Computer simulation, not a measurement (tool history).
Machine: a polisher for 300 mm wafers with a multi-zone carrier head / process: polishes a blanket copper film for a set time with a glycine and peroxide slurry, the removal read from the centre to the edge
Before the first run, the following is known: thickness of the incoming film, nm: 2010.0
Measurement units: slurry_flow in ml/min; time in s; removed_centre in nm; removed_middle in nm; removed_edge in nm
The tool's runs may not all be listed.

run 1 hour=0 | slurry_flow=225 centre_zone=1 middle_zone=1 edge_zone=1 time=72 | removed_centre=419.22 removed_middle=431.35 removed_edge=433.08
run 2 hour=8 | slurry_flow=230 centre_zone=1 middle_zone=1.02 edge_zone=1.05 time=79 | removed_centre=464.54 removed_middle=488.62 removed_edge=478.83
run 3 hour=14.9 | slurry_flow=230 centre_zone=1 middle_zone=1.05 edge_zone=1.05 time=79 | removed_centre=462.47 removed_middle=500.15 removed_edge=476.12
run 4 hour=20.8 | slurry_flow=235 centre_zone=0.98 middle_zone=1.03 edge_zone=1.08 time=85 | removed_centre=490.93 removed_middle=535.8 removed_edge=522.93
run 5 hour=21.3 | slurry_flow=235 centre_zone=0.98 middle_zone=1.03 edge_zone=1.01 time=85 | removed_centre=490.78 removed_middle=536.6 removed_edge=515.52
run 6 hour=23.9 | slurry_flow=260 centre_zone=0.98 middle_zone=1.03 edge_zone=1.01 time=85 | removed_centre=498.42 removed_middle=536.42 removed_edge=514.01

The next listed run, before its measurement:
run 7 hour=32.6 | slurry_flow=240 centre_zone=0.97 middle_zone=1.01 edge_zone=1.03 time=90 | removed_centre=? removed_middle=? removed_edge=?

{"run 7": {"removed_centre": 512.05, "removed_middle": 542.77, "removed_edge": 555.96}}

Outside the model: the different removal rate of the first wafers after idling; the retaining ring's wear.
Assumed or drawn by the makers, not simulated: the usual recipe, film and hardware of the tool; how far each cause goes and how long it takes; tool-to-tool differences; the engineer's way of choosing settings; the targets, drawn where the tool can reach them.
